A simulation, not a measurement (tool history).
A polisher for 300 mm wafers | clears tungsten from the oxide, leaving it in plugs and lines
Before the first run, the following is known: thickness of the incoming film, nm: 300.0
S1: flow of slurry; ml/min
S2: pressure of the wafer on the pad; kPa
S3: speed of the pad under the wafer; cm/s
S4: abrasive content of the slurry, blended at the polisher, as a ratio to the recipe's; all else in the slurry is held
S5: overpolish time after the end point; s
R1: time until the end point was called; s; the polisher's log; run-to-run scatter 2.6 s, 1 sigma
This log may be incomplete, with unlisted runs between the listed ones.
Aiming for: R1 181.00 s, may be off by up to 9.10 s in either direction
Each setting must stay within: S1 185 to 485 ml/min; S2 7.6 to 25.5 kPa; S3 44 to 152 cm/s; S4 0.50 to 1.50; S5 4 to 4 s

run 1 hour=0.0 | S1=310 S2=16.5 S3=98 S4=1.00 S5=4 | R1=101.29
run 2 hour=4.6 | S1=310 S2=15.2 S3=98 S4=1.00 S5=4 | R1=113.52
run 3 hour=6.9 | S1=310 S2=15.2 S3=98 S4=1.15 S5=4 | R1=109.08
run 4 hour=15.5 | S1=310 S2=13.8 S3=98 S4=1.15 S5=4 | R1=117.07
run 5 hour=21.1 | S1=310 S2=12.4 S3=96 S4=1.15 S5=4 | R1=132.49
run 6 hour=24.6 | S1=310 S2=12.4 S3=96 S4=1.15 S5=4 | R1=137.28
run 7 hour=26.1 | S1=310 S2=11.7 S3=96 S4=1.15 S5=4 | R1=145.59
run 8 hour=30.1 | S1=310 S2=11.0 S3=96 S4=1.15 S5=4 | R1=148.39
run 9 hour=32.2 | S1=310 S2=10.3 S3=96 S4=1.15 S5=4 | R1=158.03
run 10 hour=37.5 | S1=310 S2=9.7 S3=96 S4=1.15 S5=4 | R1=164.60

Consider the 4 candidate settings below. Which is the only one whose results all fall within their allowed miss of target?
run A hour=42.8 | S1=240 S2=7.6 S3=98 S4=1.25 S5=4 | R1=?
run B hour=42.8 | S1=300 S2=8.3 S3=86 S4=1.15 S5=4 | R1=?
run C hour=42.8 | S1=250 S2=8.3 S3=92 S4=1.20 S5=4 | R1=?
run D hour=42.8 | S1=195 S2=9.0 S3=94 S4=1.40 S5=4 | R1=?

move=A R1=203.72
move=B R1=210.13
move=C R1=199.92
move=D R1=180.87
A: takes the result that was furthest off past its target
B: takes the result that was furthest off past its target
C: takes the result that was furthest off past its target
D: meets every target
Answer: D
